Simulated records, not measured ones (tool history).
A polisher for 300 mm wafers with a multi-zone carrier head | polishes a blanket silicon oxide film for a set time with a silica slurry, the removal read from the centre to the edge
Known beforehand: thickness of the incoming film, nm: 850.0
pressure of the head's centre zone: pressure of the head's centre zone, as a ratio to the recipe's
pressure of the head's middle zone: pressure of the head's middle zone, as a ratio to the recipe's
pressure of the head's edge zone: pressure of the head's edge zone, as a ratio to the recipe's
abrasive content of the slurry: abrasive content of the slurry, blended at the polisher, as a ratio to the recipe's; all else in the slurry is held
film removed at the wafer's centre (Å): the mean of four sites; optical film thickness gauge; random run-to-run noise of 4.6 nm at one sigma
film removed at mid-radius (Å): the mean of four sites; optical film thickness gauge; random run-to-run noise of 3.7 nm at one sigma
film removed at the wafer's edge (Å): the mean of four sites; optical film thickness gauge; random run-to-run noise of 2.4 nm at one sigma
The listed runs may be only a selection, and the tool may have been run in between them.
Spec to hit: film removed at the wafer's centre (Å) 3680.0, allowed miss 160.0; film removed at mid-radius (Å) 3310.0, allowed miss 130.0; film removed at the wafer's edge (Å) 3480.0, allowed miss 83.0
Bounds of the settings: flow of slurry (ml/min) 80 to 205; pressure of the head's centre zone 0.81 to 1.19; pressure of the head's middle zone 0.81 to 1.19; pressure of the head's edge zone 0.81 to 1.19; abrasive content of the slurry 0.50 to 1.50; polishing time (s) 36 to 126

| run | hour | flow of slurry (ml/min) | pressure of the head's centre zone | pressure of the head's middle zone | pressure of the head's edge zone | abrasive content of the slurry | polishing time (s) | film removed at the wafer's centre (Å) | film removed at mid-radius (Å) | film removed at the wafer's edge (Å) |
|---|---|---|---|---|---|---|---|---|---|---|
| 1 | 0.0 | 135 | 1.00 | 1.00 | 1.00 | 1.00 | 81 | 2179.4 | 2287.6 | 2218.5 |
| 2 | 0.7 | 135 | 1.00 | 1.00 | 1.00 | 1.10 | 81 | 2320.3 | 2349.5 | 2318.7 |
| 3 | 6.4 | 145 | 1.02 | 1.02 | 1.05 | 1.25 | 84 | 2608.3 | 2665.2 | 2600.3 |
| 4 | 14.6 | 145 | 1.02 | 1.02 | 1.13 | 1.25 | 84 | 2554.4 | 2666.2 | 2690.1 |
| 5 | 20.9 | 145 | 1.02 | 1.02 | 1.13 | 1.15 | 84 | 2457.0 | 2553.7 | 2605.4 |
| 6 | 24.3 | 155 | 1.05 | 1.01 | 1.15 | 1.25 | 87 | 2769.9 | 2721.4 | 2791.4 |
| 7 | 31.1 | 155 | 1.05 | 1.01 | 1.15 | 1.25 | 87 | 2770.1 | 2732.7 | 2817.0 |
| 8 | 39.1 | 160 | 1.07 | 1.00 | 1.16 | 1.35 | 90 | 3081.9 | 3008.3 | 2996.5 |
| 9 | 46.3 | 160 | 1.07 | 0.96 | 1.17 | 1.40 | 93 | 3132.5 | 3017.9 | 3148.2 |

Which single option among these 5 for the next run brings every result within its allowed miss of target? Just one does.
| A | 53.5 | 170 | 1.13 | 0.96 | 1.17 | 1.35 | 103 | ? | ? | ? |
| B | 53.5 | 155 | 0.96 | 0.87 | 1.19 | 1.35 | 100 | ? | ? | ? |
| C | 53.5 | 120 | 0.97 | 0.82 | 1.19 | 1.20 | 105 | ? | ? | ? |
| D | 53.5 | 160 | 1.11 | 0.99 | 1.11 | 1.50 | 94 | ? | ? | ? |
| E | 53.5 | 165 | 1.17 | 0.95 | 1.06 | 1.30 | 88 | ? | ? | ? |

| move | film removed at the wafer's centre (Å) | film removed at mid-radius (Å) | film removed at the wafer's edge (Å) |
|---|---|---|---|
| A | 3728.7 | 3390.0 | 3492.1 |
| B | 3078.4 | 3085.4 | 3379.6 |
| C | 2955.1 | 2867.2 | 3278.2 |
| D | 3449.3 | 3243.7 | 3230.8 |
| E | 3221.5 | 2824.3 | 2826.8 |
A: hits every target within its allowed miss
B: closer than the last run, but not yet in spec
C: the biggest miss grows against the last run
D: closer than the last run, but not yet in spec
E: the biggest miss grows against the last run
A is the move that brings every result within its allowed miss.

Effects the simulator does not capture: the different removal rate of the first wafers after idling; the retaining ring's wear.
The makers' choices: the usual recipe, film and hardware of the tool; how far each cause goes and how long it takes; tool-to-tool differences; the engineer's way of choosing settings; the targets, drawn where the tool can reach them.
